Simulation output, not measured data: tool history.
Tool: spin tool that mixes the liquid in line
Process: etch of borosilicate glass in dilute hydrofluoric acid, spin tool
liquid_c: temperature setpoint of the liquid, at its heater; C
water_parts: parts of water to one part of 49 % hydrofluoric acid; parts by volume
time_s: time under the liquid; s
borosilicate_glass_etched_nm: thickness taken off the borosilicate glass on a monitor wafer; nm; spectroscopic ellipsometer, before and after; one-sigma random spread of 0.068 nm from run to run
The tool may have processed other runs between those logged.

{"run": 1, "day": 0.0, "liquid_c": 23.0, "water_parts": 135, "time_s": 70, "borosilicate_glass_etched_nm": 16.114}
{"run": 2, "day": 0.033, "liquid_c": 22.0, "water_parts": 135, "time_s": 70, "borosilicate_glass_etched_nm": 15.607}
{"run": 3, "day": 0.404, "liquid_c": 21.5, "water_parts": 135, "time_s": 70, "borosilicate_glass_etched_nm": 15.129}
{"run": 4, "day": 0.742, "liquid_c": 24.5, "water_parts": 135, "time_s": 70, "borosilicate_glass_etched_nm": 17.001}
{"run": 5, "day": 0.908, "liquid_c": 22.5, "water_parts": 135, "time_s": 70, "borosilicate_glass_etched_nm": 15.751}
{"run": 6, "day": 1.221, "liquid_c": 22.5, "water_parts": 100, "time_s": 70, "borosilicate_glass_etched_nm": 22.116}
{"run": 7, "day": 1.354, "liquid_c": 21.5, "water_parts": 105, "time_s": 70, "borosilicate_glass_etched_nm": 19.948}
{"run": 8, "day": 1.675, "liquid_c": 21.5, "water_parts": 105, "time_s": 70, "borosilicate_glass_etched_nm": 20.16}

Expected results for the next run?
{"run": 9, "day": 1.767, "liquid_c": 20.5, "water_parts": 110, "time_s": 70, "borosilicate_glass_etched_nm": "?"}

{"run 9": {"borosilicate_glass_etched_nm": 18.393}}
